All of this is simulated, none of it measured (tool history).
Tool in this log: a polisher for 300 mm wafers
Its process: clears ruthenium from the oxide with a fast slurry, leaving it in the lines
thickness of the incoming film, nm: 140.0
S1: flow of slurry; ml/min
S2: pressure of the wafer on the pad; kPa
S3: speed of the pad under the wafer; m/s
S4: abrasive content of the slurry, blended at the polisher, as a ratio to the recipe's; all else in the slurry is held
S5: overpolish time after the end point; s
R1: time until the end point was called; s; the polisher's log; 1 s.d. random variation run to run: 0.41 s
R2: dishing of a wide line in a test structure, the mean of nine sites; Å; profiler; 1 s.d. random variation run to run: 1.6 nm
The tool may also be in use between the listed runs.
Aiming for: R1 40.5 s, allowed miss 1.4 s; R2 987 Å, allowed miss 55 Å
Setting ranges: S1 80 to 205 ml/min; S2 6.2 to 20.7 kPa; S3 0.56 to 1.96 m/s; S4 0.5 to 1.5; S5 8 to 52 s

run 1 hour=0 | S1=135 S2=13.1 S3=1.26 S4=1 S5=26 | R1=33.749 R2=765.22
run 2 hour=9 | S1=135 S2=13.1 S3=1.52 S4=1 S5=26 | R1=28.277 R2=900.81
run 3 hour=15.3 | S1=135 S2=13.1 S3=1.52 S4=1 S5=18 | R1=28.572 R2=700.69
run 4 hour=22 | S1=135 S2=13.1 S3=1.38 S4=1 S5=18 | R1=30.987 R2=635.7
run 5 hour=28 | S1=135 S2=13.1 S3=1.54 S4=1 S5=18 | R1=28.446 R2=705.61
run 6 hour=32.4 | S1=135 S2=13.1 S3=1.86 S4=1 S5=18 | R1=23.423 R2=804.92
run 7 hour=36.2 | S1=130 S2=12.4 S3=1.86 S4=1 S5=21 | R1=24.905 R2=852.12
run 8 hour=37.5 | S1=125 S2=11.7 S3=1.86 S4=1 S5=24 | R1=26.828 R2=940.43
run 9 hour=41.1 | S1=120 S2=11 S3=1.86 S4=1 S5=25 | R1=27.873 R2=891.61
run 10 hour=44.3 | S1=120 S2=10.3 S3=1.86 S4=1 S5=27 | R1=29.779 R2=918.73
run 11 hour=48.6 | S1=115 S2=9.7 S3=1.86 S4=1 S5=28 | R1=32.133 R2=864.07
run 12 hour=51.1 | S1=110 S2=9.7 S3=1.86 S4=1 S5=30 | R1=33.166 R2=932.78
run 13 hour=52.4 | S1=105 S2=9.7 S3=1.86 S4=1 S5=31 | R1=33.141 R2=948.13
run 14 hour=59.4 | S1=95 S2=6.9 S3=1.86 S4=1 S5=39 | R1=46.648 R2=864.24
run 15 hour=63.3 | S1=100 S2=6.9 S3=1.86 S4=1 S5=39 | R1=45.961 R2=867.85
run 16 hour=66.5 | S1=105 S2=6.9 S3=1.86 S4=1 S5=39 | R1=45.912 R2=854.62
run 17 hour=75.2 | S1=125 S2=8.3 S3=1.86 S4=1 S5=41 | R1=36.668 R2=1057.4
run 18 hour=81.9 | S1=120 S2=8.3 S3=1.86 S4=1 S5=41 | R1=37.497 R2=1068.1
run 19 hour=82.8 | S1=115 S2=8.3 S3=1.86 S4=1 S5=41 | R1=37.124 R2=1064.5
run 20 hour=91.6 | S1=110 S2=8.3 S3=1.86 S4=1 S5=41 | R1=38.243 R2=1026.4
run 21 hour=97.2 | S1=100 S2=8.3 S3=1.86 S4=1 S5=41 | R1=38.373 R2=990.9
run 22 hour=104.5 | S1=95 S2=8.3 S3=1.86 S4=1 S5=42 | R1=38.371 R2=1057.5
run 23 hour=113.3 | S1=95 S2=8.3 S3=1.86 S4=1 S5=41 | R1=39.029 R2=1007.8

Exercise: of the 5 proposed moves below, exactly one satisfies all targets within the stated allowed misses. Which move is it?
run A hour=122.1 | S1=110 S2=9.7 S3=1.62 S4=0.8 S5=41 | R1=? R2=?
run B hour=122.1 | S1=105 S2=9 S3=1.82 S4=0.9 S5=37 | R1=? R2=?
run C hour=122.1 | S1=105 S2=9 S3=1.6 S4=0.9 S5=47 | R1=? R2=?
run D hour=122.1 | S1=95 S2=9.7 S3=1.72 S4=0.95 S5=42 | R1=? R2=?
run E hour=122.1 | S1=90 S2=8.3 S3=1.96 S4=0.95 S5=38 | R1=? R2=?

move=A R1=40.785 R2=944.58
move=B R1=37.485 R2=931.9
move=C R1=42.517 R2=1011.9
move=D R1=36.883 R2=1033.5
move=E R1=38.095 R2=939.2
A: in spec on every target
B: the biggest miss grows against the last run
C: the result that was furthest off in the last run now lies on the other side of its target
D: the biggest miss grows against the last run
E: the biggest miss grows against the last run
So the answer is move A, the one that meets all the targets.

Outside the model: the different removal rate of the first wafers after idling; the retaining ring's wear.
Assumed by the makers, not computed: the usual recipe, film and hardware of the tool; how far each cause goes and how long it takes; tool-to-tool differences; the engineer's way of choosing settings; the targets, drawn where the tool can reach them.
